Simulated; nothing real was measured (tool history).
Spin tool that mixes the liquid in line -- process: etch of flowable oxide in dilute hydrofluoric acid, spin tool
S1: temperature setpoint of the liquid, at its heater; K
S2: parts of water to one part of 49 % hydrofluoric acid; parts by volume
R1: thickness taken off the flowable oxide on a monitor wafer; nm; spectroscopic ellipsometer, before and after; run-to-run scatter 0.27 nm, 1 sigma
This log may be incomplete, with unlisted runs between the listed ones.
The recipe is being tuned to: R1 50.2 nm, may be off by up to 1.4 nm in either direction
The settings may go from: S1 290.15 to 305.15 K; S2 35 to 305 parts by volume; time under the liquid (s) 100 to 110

run 1 hour=0 | S1=297.15 S2=170 time_under_the_liquid_(s)=100 | R1=24.787
run 2 hour=7.3 | S1=297.15 S2=170 time_under_the_liquid_(s)=100 | R1=24.593
run 3 hour=7.8 | S1=300.65 S2=170 time_under_the_liquid_(s)=100 | R1=27.821
run 4 hour=13.7 | S1=301.15 S2=160 time_under_the_liquid_(s)=100 | R1=30.789
run 5 hour=15.9 | S1=301.65 S2=155 time_under_the_liquid_(s)=100 | R1=32.541
run 6 hour=22.1 | S1=301.65 S2=130 time_under_the_liquid_(s)=100 | R1=40.095
run 7 hour=24.5 | S1=305.15 S2=115 time_under_the_liquid_(s)=100 | R1=52.566
run 8 hour=26.8 | S1=304.65 S2=115 time_under_the_liquid_(s)=100 | R1=52.3

Of the 4 settings listed for the next run, only one would bring every result within its allowed miss of target. Which one?
run A hour=29.1 | S1=295.65 S2=95 time_under_the_liquid_(s)=110 | R1=?
run B hour=29.1 | S1=303.15 S2=115 time_under_the_liquid_(s)=110 | R1=?
run C hour=29.1 | S1=303.15 S2=110 time_under_the_liquid_(s)=105 | R1=?
run D hour=29.1 | S1=299.65 S2=115 time_under_the_liquid_(s)=110 | R1=?

move=A R1=49.881
move=B R1=53.668
move=C R1=53.929
move=D R1=47.044
A: every result within its allowed miss
B: further off than the last run
C: further off than the last run
D: the result that was furthest off in the last run now lies on the other side of its target
The move that meets every target is A.

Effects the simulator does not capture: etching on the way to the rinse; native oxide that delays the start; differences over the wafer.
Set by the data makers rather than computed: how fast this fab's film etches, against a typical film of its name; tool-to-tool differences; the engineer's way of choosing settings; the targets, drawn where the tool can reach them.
